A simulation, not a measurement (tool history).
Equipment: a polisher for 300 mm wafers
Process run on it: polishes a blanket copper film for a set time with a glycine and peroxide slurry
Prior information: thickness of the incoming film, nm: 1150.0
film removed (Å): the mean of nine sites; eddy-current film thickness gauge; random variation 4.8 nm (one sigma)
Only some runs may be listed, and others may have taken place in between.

| run | hour | flow of slurry (ml/min) | pressure of the wafer on the pad (psi) | speed of the pad under the wafer (m/s) | polishing time (s) | film removed (Å) |
|---|---|---|---|---|---|---|
| 1 | 0.0 | 305 | 2.9 | 0.92 | 56 | 3027.5 |
| 2 | 3.8 | 305 | 3.5 | 0.92 | 56 | 3380.8 |
| 3 | 4.4 | 305 | 3.5 | 0.92 | 56 | 3332.4 |
| 4 | 11.6 | 305 | 3.8 | 0.92 | 56 | 3543.2 |
| 5 | 20.2 | 305 | 3.9 | 0.92 | 56 | 3610.3 |
| 6 | 23.9 | 305 | 3.3 | 0.92 | 56 | 3296.8 |
| 7 | 30.0 | 305 | 3.4 | 0.94 | 56 | 3435.7 |
| 8 | 32.6 | 305 | 3.5 | 0.94 | 56 | 3428.9 |

The next listed run, before its measurement:
| 9 | 35.9 | 305 | 3.6 | 0.94 | 56 | ? |

film removed (Å): 3422.8
